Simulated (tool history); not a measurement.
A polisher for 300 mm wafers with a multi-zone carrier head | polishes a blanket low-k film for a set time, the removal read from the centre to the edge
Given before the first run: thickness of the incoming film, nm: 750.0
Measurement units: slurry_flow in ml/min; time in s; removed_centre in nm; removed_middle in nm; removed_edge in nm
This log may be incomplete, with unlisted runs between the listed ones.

run,day,slurry_flow,centre_zone,middle_zone,edge_zone,slurry_solids,time,removed_centre,removed_middle,removed_edge
1,0.000,320,1.00,1.00,1.00,1.00,52,27.744,28.546,28.076
2,0.083,320,0.99,1.02,1.03,1.10,52,30.014,30.293,29.697
3,0.292,310,0.94,1.04,1.05,1.20,53,30.442,32.416,30.350
4,0.500,310,0.94,1.04,0.97,1.20,53,30.071,31.866,30.067
5,0.842,310,0.91,1.03,1.01,1.25,55,29.902,33.843,32.866
6,1.217,310,0.91,0.95,1.01,1.25,55,29.702,31.744,32.714
# day 1.258: slurry nozzle cleaned
7,1.258,320,0.90,0.97,1.03,1.30,55,32.187,33.529,33.326
8,1.583,310,0.88,0.98,1.04,1.35,56,31.314,34.916,34.316

What does the tool deliver on the next run?
9,1.788,315,0.87,0.98,1.04,1.40,57,?,?,?

{"run 9": {"removed_centre": 31.666, "removed_middle": 36.0, "removed_edge": 36.056}}
